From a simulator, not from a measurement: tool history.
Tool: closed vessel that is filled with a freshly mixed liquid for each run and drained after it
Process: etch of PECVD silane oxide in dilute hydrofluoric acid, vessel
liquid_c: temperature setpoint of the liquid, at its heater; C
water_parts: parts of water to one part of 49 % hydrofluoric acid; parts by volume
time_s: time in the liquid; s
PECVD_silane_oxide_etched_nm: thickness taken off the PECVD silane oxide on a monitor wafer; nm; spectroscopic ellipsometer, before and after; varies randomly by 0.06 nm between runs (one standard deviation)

run,hour,liquid_c,water_parts,time_s,PECVD_silane_oxide_etched_nm
1,0,26,160,30,7.3572
2,1.1,26,160,30,7.3667
3,4.1,28,155,30,8.2334
4,9.5,29.5,155,30,8.7346
5,15,30.5,155,30,9.0564
6,21,31.5,155,30,9.3212

Predict the results of run 7:
7,27.9,32,155,30,?

{"run 7": {"PECVD_silane_oxide_etched_nm": 9.422}}
